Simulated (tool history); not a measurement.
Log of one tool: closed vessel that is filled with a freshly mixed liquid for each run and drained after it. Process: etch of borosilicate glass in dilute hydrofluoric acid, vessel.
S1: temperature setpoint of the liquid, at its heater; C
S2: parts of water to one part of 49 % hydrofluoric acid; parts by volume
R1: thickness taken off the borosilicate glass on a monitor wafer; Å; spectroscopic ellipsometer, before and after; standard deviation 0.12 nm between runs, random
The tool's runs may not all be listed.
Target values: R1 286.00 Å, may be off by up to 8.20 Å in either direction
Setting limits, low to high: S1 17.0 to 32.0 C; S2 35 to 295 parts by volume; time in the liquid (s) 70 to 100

run 1 day=0.000 | S1=24.0 S2=165 time_in_the_liquid_(s)=100 | R1=145.22
run 2 day=0.308 | S1=24.0 S2=135 time_in_the_liquid_(s)=100 | R1=182.24
run 3 day=0.404 | S1=24.0 S2=135 time_in_the_liquid_(s)=100 | R1=184.28
run 4 day=0.446 | S1=24.0 S2=135 time_in_the_liquid_(s)=70 | R1=129.03
-- day=0.754 hydrofluoric acid flow meter replaced
run 5 day=0.754 | S1=24.0 S2=165 time_in_the_liquid_(s)=70 | R1=93.55
run 6 day=0.967 | S1=26.0 S2=145 time_in_the_liquid_(s)=70 | R1=118.13
run 7 day=1.179 | S1=24.0 S2=125 time_in_the_liquid_(s)=70 | R1=128.85
run 8 day=1.504 | S1=25.5 S2=100 time_in_the_liquid_(s)=75 | R1=189.51
run 9 day=1.846 | S1=26.0 S2=90 time_in_the_liquid_(s)=75 | R1=216.17
run 10 day=1.904 | S1=27.0 S2=85 time_in_the_liquid_(s)=75 | R1=241.56
run 11 day=2.133 | S1=28.0 S2=85 time_in_the_liquid_(s)=75 | R1=249.92
run 12 day=2.342 | S1=29.0 S2=85 time_in_the_liquid_(s)=75 | R1=260.77
run 13 day=2.483 | S1=29.5 S2=85 time_in_the_liquid_(s)=75 | R1=266.57

Which of these 4 next moves meets every target?
run A day=2.625 | S1=29.0 S2=70 time_in_the_liquid_(s)=70 | R1=?
run B day=2.625 | S1=31.5 S2=105 time_in_the_liquid_(s)=95 | R1=?
run C day=2.625 | S1=28.0 S2=105 time_in_the_liquid_(s)=100 | R1=?
run D day=2.625 | S1=27.5 S2=95 time_in_the_liquid_(s)=90 | R1=?

move=A R1=298.64
move=B R1=282.28
move=C R1=260.67
move=D R1=257.81
A: takes the biggest miss from the last run beyond its target
B: hits every target within its allowed miss
C: moves away from the targets compared with the last run
D: moves away from the targets compared with the last run
B is the move that brings every result within its allowed miss.

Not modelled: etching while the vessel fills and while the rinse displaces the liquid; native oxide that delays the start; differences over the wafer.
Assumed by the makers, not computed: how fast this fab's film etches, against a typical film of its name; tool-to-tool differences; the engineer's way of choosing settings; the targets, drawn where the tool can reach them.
